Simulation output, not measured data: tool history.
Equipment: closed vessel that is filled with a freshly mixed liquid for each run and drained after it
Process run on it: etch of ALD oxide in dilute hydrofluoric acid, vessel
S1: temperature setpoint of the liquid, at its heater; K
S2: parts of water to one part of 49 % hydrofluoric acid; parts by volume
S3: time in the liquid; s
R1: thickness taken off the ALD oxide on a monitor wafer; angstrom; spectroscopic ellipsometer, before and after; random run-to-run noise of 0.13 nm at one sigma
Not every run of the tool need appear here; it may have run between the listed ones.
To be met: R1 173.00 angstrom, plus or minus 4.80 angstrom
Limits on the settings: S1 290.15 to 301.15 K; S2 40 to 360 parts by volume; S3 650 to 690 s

{"run": 1, "hour": 0.0, "S1": 293.15, "S2": 200, "S3": 650, "R1": 368.96}
{"run": 2, "hour": 8.3, "S1": 292.65, "S2": 220, "S3": 650, "R1": 321.26}
{"run": 3, "hour": 17.1, "S1": 292.65, "S2": 220, "S3": 650, "R1": 320.89}
{"run": 4, "hour": 25.5, "S1": 292.15, "S2": 240, "S3": 650, "R1": 283.8}
{"run": 5, "hour": 26.3, "S1": 292.15, "S2": 265, "S3": 650, "R1": 247.68}
{"hour": 27.9, "done": "hydrofluoric acid flow meter replaced"}
{"run": 6, "hour": 27.9, "S1": 292.15, "S2": 195, "S3": 650, "R1": 337.72}
{"run": 7, "hour": 30.6, "S1": 290.15, "S2": 275, "S3": 650, "R1": 202.58}
{"run": 8, "hour": 34.5, "S1": 290.15, "S2": 280, "S3": 650, "R1": 199.87}
{"run": 9, "hour": 35.1, "S1": 290.15, "S2": 285, "S3": 650, "R1": 199.0}
{"run": 10, "hour": 39.7, "S1": 290.15, "S2": 290, "S3": 650, "R1": 193.64}
{"run": 11, "hour": 45.1, "S1": 290.15, "S2": 295, "S3": 650, "R1": 187.87}
{"run": 12, "hour": 53.3, "S1": 290.15, "S2": 300, "S3": 650, "R1": 183.15}

4 candidate next runs follow, results not yet known. Just one meets every target within its allowed miss. Identify it.
{"run": "A", "hour": 61.5, "S1": 290.15, "S2": 305, "S3": 680, "R1": "?"}
{"run": "B", "hour": 61.5, "S1": 291.15, "S2": 340, "S3": 680, "R1": "?"}
{"run": "C", "hour": 61.5, "S1": 292.15, "S2": 330, "S3": 690, "R1": "?"}
{"run": "D", "hour": 61.5, "S1": 291.15, "S2": 325, "S3": 680, "R1": "?"}

move=A R1=188.61
move=B R1=170.59
move=C R1=186.54
move=D R1=180.70
A: its largest miss is bigger than the last run's
B: all results in spec
C: its largest miss is bigger than the last run's
D: gains on the last run, yet a result remains outside its allowed miss
Answer: B

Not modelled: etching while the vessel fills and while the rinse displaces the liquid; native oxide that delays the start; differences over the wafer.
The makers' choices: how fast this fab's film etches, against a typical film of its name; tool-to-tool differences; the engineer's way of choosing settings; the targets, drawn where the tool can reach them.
